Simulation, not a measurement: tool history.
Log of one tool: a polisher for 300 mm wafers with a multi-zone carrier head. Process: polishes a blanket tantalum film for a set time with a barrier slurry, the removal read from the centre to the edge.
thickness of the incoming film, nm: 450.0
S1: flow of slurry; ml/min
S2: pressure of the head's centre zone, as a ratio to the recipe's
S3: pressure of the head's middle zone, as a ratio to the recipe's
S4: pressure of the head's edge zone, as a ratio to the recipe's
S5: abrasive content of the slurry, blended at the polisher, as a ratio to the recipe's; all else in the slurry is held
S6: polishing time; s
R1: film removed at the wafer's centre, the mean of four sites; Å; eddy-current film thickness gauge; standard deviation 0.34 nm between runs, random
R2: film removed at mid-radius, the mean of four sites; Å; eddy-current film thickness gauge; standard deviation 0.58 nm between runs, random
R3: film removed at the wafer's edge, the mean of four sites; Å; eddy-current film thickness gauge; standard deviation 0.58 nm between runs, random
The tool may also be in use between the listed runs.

run,hour,S1,S2,S3,S4,S5,S6,R1,R2,R3
1,0,150,1,1,1,1,57,393.24,384.59,389.02
2,2.9,150,1,1,1.04,1,57,393.45,382.11,396.65
3,11.4,155,0.96,1.02,1.08,1.15,59,412.64,421.75,440.62
4,15.8,155,0.96,1.02,1.03,1.15,59,413.79,420.73,439.86
5,22.5,155,0.96,1.02,1.03,1.15,48,332.07,341.46,353.46
6,23.7,160,0.94,1.05,1.06,1.25,52,374.01,391.48,395.51
7,28.2,160,0.91,1.06,1.08,1.3,55,378.92,426.53,431.94
8,33.3,165,0.9,1.06,1.1,1.35,57,400.18,441.42,462.78

Estimate the outcome of run 9 from the log above:
9,40.5,170,0.89,1.08,1.12,1.4,58,?,?,?

{"run 9": {"R1": 406.07, "R2": 462.66, "R3": 466.75}}

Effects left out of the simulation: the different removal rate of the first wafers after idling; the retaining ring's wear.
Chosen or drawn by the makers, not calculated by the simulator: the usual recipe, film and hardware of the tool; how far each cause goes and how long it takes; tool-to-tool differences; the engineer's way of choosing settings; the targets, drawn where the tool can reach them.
